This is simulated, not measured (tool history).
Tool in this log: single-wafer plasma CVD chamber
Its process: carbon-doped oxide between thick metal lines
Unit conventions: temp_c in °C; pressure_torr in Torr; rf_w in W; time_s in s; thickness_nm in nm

{"run": 1, "hour": 0.0, "temp_c": 330, "pressure_torr": 3.84, "rf_w": 480, "time_s": 275, "thickness_nm": 1413.5}
{"run": 2, "hour": 5.7, "temp_c": 330, "pressure_torr": 3.84, "rf_w": 480, "time_s": 275, "thickness_nm": 1409.9}
{"run": 3, "hour": 6.4, "temp_c": 330, "pressure_torr": 3.84, "rf_w": 525, "time_s": 275, "thickness_nm": 1505.6}
{"run": 4, "hour": 8.8, "temp_c": 331, "pressure_torr": 3.76, "rf_w": 515, "time_s": 275, "thickness_nm": 1481.8}
{"run": 5, "hour": 14.7, "temp_c": 338, "pressure_torr": 3.76, "rf_w": 515, "time_s": 275, "thickness_nm": 1448.3}
{"run": 6, "hour": 17.6, "temp_c": 328, "pressure_torr": 3.76, "rf_w": 515, "time_s": 275, "thickness_nm": 1492.6}
{"run": 7, "hour": 22.2, "temp_c": 329, "pressure_torr": 3.7, "rf_w": 505, "time_s": 275, "thickness_nm": 1460.2}
{"run": 8, "hour": 23.2, "temp_c": 330, "pressure_torr": 3.62, "rf_w": 495, "time_s": 275, "thickness_nm": 1432}
{"run": 9, "hour": 26.5, "temp_c": 331, "pressure_torr": 3.55, "rf_w": 485, "time_s": 275, "thickness_nm": 1410}
{"hour": 27.1, "done": "capacitance manometer re-zeroed and calibrated"}
{"run": 10, "hour": 27.1, "temp_c": 332, "pressure_torr": 3.52, "rf_w": 475, "time_s": 275, "thickness_nm": 1375}
{"run": 11, "hour": 30.1, "temp_c": 333, "pressure_torr": 3.45, "rf_w": 470, "time_s": 275, "thickness_nm": 1359.5}
{"run": 12, "hour": 33.3, "temp_c": 334, "pressure_torr": 3.39, "rf_w": 465, "time_s": 275, "thickness_nm": 1339.4}
{"run": 13, "hour": 37.1, "temp_c": 335, "pressure_torr": 3.33, "rf_w": 460, "time_s": 275, "thickness_nm": 1326.3}

Estimate the outcome of run 14 from the log above:
{"run": 14, "hour": 46.1, "temp_c": 336, "pressure_torr": 3.28, "rf_w": 455, "time_s": 275, "thickness_nm": "?"}

{"run 14": {"thickness_nm": 1303.2}}

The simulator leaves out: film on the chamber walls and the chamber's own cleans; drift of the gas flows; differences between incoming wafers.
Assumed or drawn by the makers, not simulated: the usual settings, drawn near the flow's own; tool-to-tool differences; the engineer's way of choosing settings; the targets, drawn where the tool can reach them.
